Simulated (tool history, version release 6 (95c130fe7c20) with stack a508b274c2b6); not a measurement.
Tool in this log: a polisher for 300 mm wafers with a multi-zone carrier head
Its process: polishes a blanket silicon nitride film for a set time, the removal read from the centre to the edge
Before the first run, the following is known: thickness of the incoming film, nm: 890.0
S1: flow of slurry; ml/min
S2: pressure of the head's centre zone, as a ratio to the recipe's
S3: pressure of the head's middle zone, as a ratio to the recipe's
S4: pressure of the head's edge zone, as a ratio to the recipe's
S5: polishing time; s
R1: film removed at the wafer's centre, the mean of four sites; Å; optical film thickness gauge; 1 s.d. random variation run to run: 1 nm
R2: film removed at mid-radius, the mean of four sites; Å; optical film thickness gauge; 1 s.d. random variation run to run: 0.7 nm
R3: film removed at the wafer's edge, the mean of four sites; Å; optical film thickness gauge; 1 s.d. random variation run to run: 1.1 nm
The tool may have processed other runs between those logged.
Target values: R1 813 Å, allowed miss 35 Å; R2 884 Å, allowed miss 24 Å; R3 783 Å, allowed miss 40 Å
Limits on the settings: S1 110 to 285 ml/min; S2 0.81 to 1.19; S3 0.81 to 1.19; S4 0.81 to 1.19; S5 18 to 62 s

Run 1, day 0: S1 180 ml/min, S2 1, S3 1, S4 1, S5 40 s. Result: R1 995.27 Å, R2 990.48 Å, R3 994.39 Å.
Run 2, day 0.162: S1 180 ml/min, S2 1, S3 1, S4 1, S5 44 s. Result: R1 1073 Å, R2 1083.7 Å, R3 1082 Å.
Run 3, day 0.408: S1 180 ml/min, S2 1, S3 1, S4 1.05, S5 44 s. Result: R1 1063.7 Å, R2 1087.3 Å, R3 1088 Å.
Run 4, day 0.775: S1 200 ml/min, S2 1, S3 1, S4 1.05, S5 44 s. Result: R1 1087 Å, R2 1101.7 Å, R3 1163.3 Å.
Run 5, day 0.983: S1 185 ml/min, S2 0.98, S3 1, S4 1.03, S5 43 s. Result: R1 1044.6 Å, R2 1064.1 Å, R3 1065.2 Å.
At day 1.229: worn pad replaced by a new one.
Run 6, day 1.229: S1 175 ml/min, S2 0.95, S3 1, S4 1.03, S5 42 s. Result: R1 1082.6 Å, R2 1109.3 Å, R3 1134.2 Å.
Run 7, day 1.567: S1 180 ml/min, S2 0.98, S3 1.03, S4 1.03, S5 41 s. Result: R1 1074 Å, R2 1118.2 Å, R3 1129.2 Å.
Run 8, day 1.658: S1 165 ml/min, S2 0.95, S3 1.02, S4 0.99, S5 39 s. Result: R1 994.25 Å, R2 1044.8 Å, R3 1024 Å.
Run 9, day 1.725: S1 130 ml/min, S2 0.85, S3 0.98, S4 0.89, S5 33 s. Result: R1 730.38 Å, R2 817.64 Å, R3 812.58 Å.
Run 10, day 1.783: S1 140 ml/min, S2 0.87, S3 0.99, S4 0.88, S5 33 s. Result: R1 754.12 Å, R2 842.18 Å, R3 823.85 Å.
Run 11, day 1.938: S1 145 ml/min, S2 0.89, S3 1, S4 0.87, S5 33 s. Result: R1 780.64 Å, R2 843.26 Å, R3 823.76 Å.
Run 12, day 2.146: S1 150 ml/min, S2 0.9, S3 1.02, S4 0.86, S5 32 s. Result: R1 756.87 Å, R2 834.54 Å, R3 785.75 Å.
Run 13, day 2.288: S1 155 ml/min, S2 0.91, S3 1.03, S4 0.86, S5 32 s. Result: R1 776.43 Å, R2 849.94 Å, R3 785.31 Å.
Run 14, day 2.529: S1 160 ml/min, S2 0.91, S3 1.04, S4 0.86, S5 32 s. Result: R1 772 Å, R2 875.25 Å, R3 800.01 Å.

Which of these 4 next moves meets every target?
Run A, day 2.771: S1 140 ml/min, S2 1, S3 0.99, S4 0.84, S5 35 s. Result: R1 ?, R2 ?, R3 ?.
Run B, day 2.771: S1 180 ml/min, S2 0.94, S3 1.04, S4 0.82, S5 32 s. Result: R1 ?, R2 ?, R3 ?.
Run C, day 2.771: S1 110 ml/min, S2 1.03, S3 1.08, S4 0.85, S5 33 s. Result: R1 ?, R2 ?, R3 ?.
Run D, day 2.771: S1 150 ml/min, S2 0.84, S3 1.1, S4 0.93, S5 31 s. Result: R1 ?, R2 ?, R3 ?.

move      R1      R2      R3
   A  879.51  889.37  840.16
   B   812.8  890.65  788.36
   C  786.78  841.16  759.43
   D  694.91  871.29  787.12
A: carries the result that was furthest off beyond its target, to the other side
B: all results land within tolerance of their targets
C: brings the result that was furthest off to its target, and leaves another outside
D: its largest miss is bigger than the last run's
Go with B: it meets all targets.
